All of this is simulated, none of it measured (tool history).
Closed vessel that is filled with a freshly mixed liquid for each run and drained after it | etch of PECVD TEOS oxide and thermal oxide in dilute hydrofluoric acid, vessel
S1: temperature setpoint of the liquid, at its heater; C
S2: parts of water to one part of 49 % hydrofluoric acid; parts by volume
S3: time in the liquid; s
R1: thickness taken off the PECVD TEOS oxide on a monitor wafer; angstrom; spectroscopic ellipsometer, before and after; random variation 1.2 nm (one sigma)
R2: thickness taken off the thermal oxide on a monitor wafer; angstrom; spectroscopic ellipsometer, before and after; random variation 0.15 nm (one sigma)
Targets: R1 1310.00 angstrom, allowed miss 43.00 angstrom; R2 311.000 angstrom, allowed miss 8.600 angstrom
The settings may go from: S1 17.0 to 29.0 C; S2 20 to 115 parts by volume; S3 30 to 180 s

run  hour    S1  S2   S3      R1       R2
  1   0.0  21.0  65   90  233.13   56.225
  2   7.4  21.0  65  105  279.34   65.520
  3  16.0  21.0  65  130  343.66   80.899
  4  17.4  22.0  60  135  404.17   96.469
  5  18.3  19.5  60  135  362.81   86.319
  6  24.1  21.0  55  140  443.10  104.690
  7  26.7  22.0  50  145  518.93  125.350
  8  35.4  23.0  45  150  638.55  151.250
  9  36.4  24.0  40  150  755.65  179.380
 10  42.0  24.5  40  150  773.13  183.730
     48.5  -- thermometer replaced
 11  48.5  25.0  40  150  857.69  200.550
 12  50.9  25.5  40  150  860.49  207.550
 13  54.7  26.0  40  150  897.03  210.120

4 next moves are on the table. One of them brings every result within its allowed miss. Which?
  A  58.5  17.0  20  170   ?   ?
  B  58.5  18.5  20  160   ?   ?
  C  58.5  24.5  25  145   ?   ?
  D  58.5  22.0  25  170   ?   ?

move       R1       R2
   A  1389.10  333.190
   B  1396.90  335.070
   C  1301.80  312.250
   D  1373.30  329.390
A: takes the result that was furthest off past its target
B: takes the result that was furthest off past its target
C: meets every target
D: takes the result that was furthest off past its target
The right move is C.

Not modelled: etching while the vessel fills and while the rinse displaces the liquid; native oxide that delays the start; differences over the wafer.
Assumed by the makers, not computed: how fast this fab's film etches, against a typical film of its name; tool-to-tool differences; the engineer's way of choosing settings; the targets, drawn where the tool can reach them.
